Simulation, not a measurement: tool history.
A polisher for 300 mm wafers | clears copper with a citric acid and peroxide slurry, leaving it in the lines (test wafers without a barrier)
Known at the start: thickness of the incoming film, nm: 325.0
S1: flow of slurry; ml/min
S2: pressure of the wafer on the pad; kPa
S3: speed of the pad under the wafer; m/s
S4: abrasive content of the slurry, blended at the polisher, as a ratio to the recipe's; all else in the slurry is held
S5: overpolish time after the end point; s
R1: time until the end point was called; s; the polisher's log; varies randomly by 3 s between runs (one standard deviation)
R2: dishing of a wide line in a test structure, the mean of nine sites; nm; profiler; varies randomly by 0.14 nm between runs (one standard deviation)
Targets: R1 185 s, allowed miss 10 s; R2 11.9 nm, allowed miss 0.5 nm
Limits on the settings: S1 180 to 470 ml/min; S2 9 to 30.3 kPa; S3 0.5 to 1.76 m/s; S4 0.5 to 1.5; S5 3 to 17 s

Run 1, hour 0: S1 300 ml/min, S2 19.3 kPa, S3 1.12 m/s, S4 1, S5 9 s. Result: R1 131.49 s, R2 15.965 nm.
Run 2, hour 3.9: S1 350 ml/min, S2 19.3 kPa, S3 1.12 m/s, S4 1, S5 9 s. Result: R1 130.25 s, R2 16.909 nm.
Run 3, hour 5.9: S1 335 ml/min, S2 17.9 kPa, S3 1.12 m/s, S4 1, S5 9 s. Result: R1 142.08 s, R2 15.225 nm.
Run 4, hour 13.8: S1 325 ml/min, S2 17.2 kPa, S3 1.12 m/s, S4 1, S5 9 s. Result: R1 147.05 s, R2 14.958 nm.
Run 5, hour 22.2: S1 325 ml/min, S2 17.2 kPa, S3 1.12 m/s, S4 1.2, S5 9 s. Result: R1 139.16 s, R2 16.017 nm.
Run 6, hour 23: S1 325 ml/min, S2 17.2 kPa, S3 1.12 m/s, S4 1.2, S5 13 s. Result: R1 137.8 s, R2 21.712 nm.
Run 7, hour 29.3: S1 325 ml/min, S2 16.5 kPa, S3 1.12 m/s, S4 1.2, S5 12 s. Result: R1 146.71 s, R2 19.512 nm.
Run 8, hour 30.9: S1 325 ml/min, S2 15.9 kPa, S3 1.12 m/s, S4 1.2, S5 11 s. Result: R1 155.79 s, R2 17.607 nm.
Run 9, hour 36.4: S1 325 ml/min, S2 15.9 kPa, S3 1.1 m/s, S4 1.15, S5 10 s. Result: R1 152.46 s, R2 15.286 nm.
Run 10, hour 40: S1 320 ml/min, S2 15.2 kPa, S3 1.1 m/s, S4 1.15, S5 10 s. Result: R1 161.8 s, R2 14.627 nm.
Run 11, hour 47.3: S1 310 ml/min, S2 14.5 kPa, S3 1.1 m/s, S4 1.15, S5 10 s. Result: R1 171.6 s, R2 14.225 nm.

Below are 4 possible settings for the next run. Only one of them brings all results inside the allowed miss of their targets. Which is it?
Run A, hour 54.6: S1 300 ml/min, S2 11.7 kPa, S3 1.44 m/s, S4 1.2, S5 11 s. Result: R1 ?, R2 ?.
Run B, hour 54.6: S1 250 ml/min, S2 16.5 kPa, S3 0.98 m/s, S4 0.95, S5 12 s. Result: R1 ?, R2 ?.
Run C, hour 54.6: S1 305 ml/min, S2 15.2 kPa, S3 0.94 m/s, S4 1.3, S5 9 s. Result: R1 ?, R2 ?.
Run D, hour 54.6: S1 215 ml/min, S2 12.4 kPa, S3 1.2 m/s, S4 1.5, S5 13 s. Result: R1 ?, R2 ?.

move      R1      R2
   A  160.71  16.204
   B  181.15   15.92
   C   185.1  11.963
   D  178.36  17.178
A: further off than the last run
B: further off than the last run
C: all results in spec
D: further off than the last run
Move C is the one to make.
